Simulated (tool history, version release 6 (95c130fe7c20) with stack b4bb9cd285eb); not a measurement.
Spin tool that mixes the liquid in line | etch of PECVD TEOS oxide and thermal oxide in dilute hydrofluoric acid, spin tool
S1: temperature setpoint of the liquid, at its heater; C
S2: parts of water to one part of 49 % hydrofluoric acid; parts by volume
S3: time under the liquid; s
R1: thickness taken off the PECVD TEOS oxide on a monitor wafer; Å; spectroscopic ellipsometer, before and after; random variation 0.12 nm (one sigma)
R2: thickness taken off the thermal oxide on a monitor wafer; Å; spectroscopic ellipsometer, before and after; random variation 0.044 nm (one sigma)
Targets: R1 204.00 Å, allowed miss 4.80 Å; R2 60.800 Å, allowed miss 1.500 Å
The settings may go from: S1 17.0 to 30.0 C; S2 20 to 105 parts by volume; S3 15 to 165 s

run  hour    S1  S2   S3      R1       R2
  1   0.0  22.0  55   85  247.38   72.969
  2   7.7  22.0  55  110  318.20   96.346
  3  12.2  22.0  40  110  444.54  134.010
  4  17.7  22.0  50  110  354.03  106.170
  5  19.7  25.5  50  110  406.38  122.120
  6  23.1  23.0  55  110  331.13   99.201
  7  29.1  21.0  60  110  276.39   82.278
  8  33.8  19.5  60  110  260.06   76.906
  9  38.2  19.0  60  110  256.30   76.092
 10  43.1  18.5  60  110  250.69   75.128
 11  47.3  18.0  60  110  243.91   73.520
 12  49.8  17.5  65  110  219.93   66.113
 13  56.8  17.0  70  110  198.14   59.991
 14  59.0  17.0  70  110  197.77   59.716

Which of these 4 next moves meets every target?
  A  61.2  20.0  35   50   ?   ?
  B  61.2  17.0  85  145   ?   ?
  C  61.2  17.0  65  100   ?   ?
  D  61.2  17.0  65  105   ?   ?

move      R1      R2
   A  215.47  63.921
   B  213.80  63.424
   C  197.02  58.448
   D  206.87  61.370
A: takes the result that was furthest off past its target
B: takes the result that was furthest off past its target
C: further off than the last run
D: meets every target
Answer: D
